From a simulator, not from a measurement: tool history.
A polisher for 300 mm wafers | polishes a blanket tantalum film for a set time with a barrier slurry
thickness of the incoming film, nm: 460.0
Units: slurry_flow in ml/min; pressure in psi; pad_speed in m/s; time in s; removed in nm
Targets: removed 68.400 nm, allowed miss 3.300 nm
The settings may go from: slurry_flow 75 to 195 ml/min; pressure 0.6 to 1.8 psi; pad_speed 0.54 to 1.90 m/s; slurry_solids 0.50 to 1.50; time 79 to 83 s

run,day,slurry_flow,pressure,pad_speed,slurry_solids,time,removed
1,0.000,125,1.2,1.22,1.00,79,78.819
2,0.338,120,1.2,1.22,1.00,79,80.897
3,0.612,120,1.1,1.22,1.00,79,72.593
4,0.788,120,1.1,1.08,1.00,79,65.004
5,0.896,120,0.8,1.08,1.00,79,47.639
6,1.212,120,0.9,1.08,1.00,79,54.123
7,1.479,120,1.0,1.08,1.00,79,58.632
8,1.804,135,1.2,1.10,1.00,79,72.836

5 next moves are on the table. One of them brings every result within its allowed miss. Which?
A,2.129,155,1.2,1.14,0.90,83,?
B,2.129,145,1.1,1.28,0.95,83,?
C,2.129,130,1.2,1.20,0.90,79,?
D,2.129,130,1.3,1.14,1.00,79,?
E,2.129,170,1.1,1.08,0.95,79,?

move,removed
A,82.131
B,84.331
C,78.294
D,82.969
E,70.805
A: further off than the last run
B: further off than the last run
C: further off than the last run
D: further off than the last run
E: meets every target
The right move is E.
